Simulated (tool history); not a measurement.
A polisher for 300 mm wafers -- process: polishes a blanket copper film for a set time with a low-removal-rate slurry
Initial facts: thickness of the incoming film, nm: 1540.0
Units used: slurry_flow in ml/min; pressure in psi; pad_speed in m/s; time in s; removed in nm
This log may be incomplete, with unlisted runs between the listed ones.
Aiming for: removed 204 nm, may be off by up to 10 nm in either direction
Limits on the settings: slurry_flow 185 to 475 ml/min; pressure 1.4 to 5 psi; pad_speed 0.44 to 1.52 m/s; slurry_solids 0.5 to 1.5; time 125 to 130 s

run  hour  slurry_flow  pressure  pad_speed  slurry_solids  time  removed
  1     0          305       3.2       0.98              1   125   465.81
  2     3          305       3.2       0.98              1   130   484.05
  3   7.4          305       3.2       1.16              1   130   590.74
  4  13.3          305       3.2       0.94              1   130      469
  5  15.2          305       3.2       0.94            1.1   130   472.58
  6  19.8          305       3.2       0.94           1.25   130    493.5
  7  26.1          305       2.8       0.88           1.25   130   417.66
  8  33.4          305       2.5        0.8           1.25   130   348.29
  9  37.8          305       2.3       0.76           1.25   130   301.19
 10  45.4          305       1.4        0.7           1.25   130   178.28
 11  54.1          305       1.5        0.7           1.25   130   191.07

Which single option among these 4 for the next run brings every result within its allowed miss of target? Just one does.
  A  62.8          345       2.1       0.62           1.15   130        ?
  B  62.8          250       1.6       0.72            1.2   130        ?
  C  62.8          350       1.9       0.72            1.2   130        ?
  D  62.8          435       1.5       0.82           1.15   130        ?

move  removed
   A   223.61
   B   201.54
   C   238.83
   D   222.49
A: moves the result that the last run missed by most past its target, out the other side
B: meets every target
C: moves the result that the last run missed by most past its target, out the other side
D: moves the result that the last run missed by most past its target, out the other side
The move that meets every target is B.
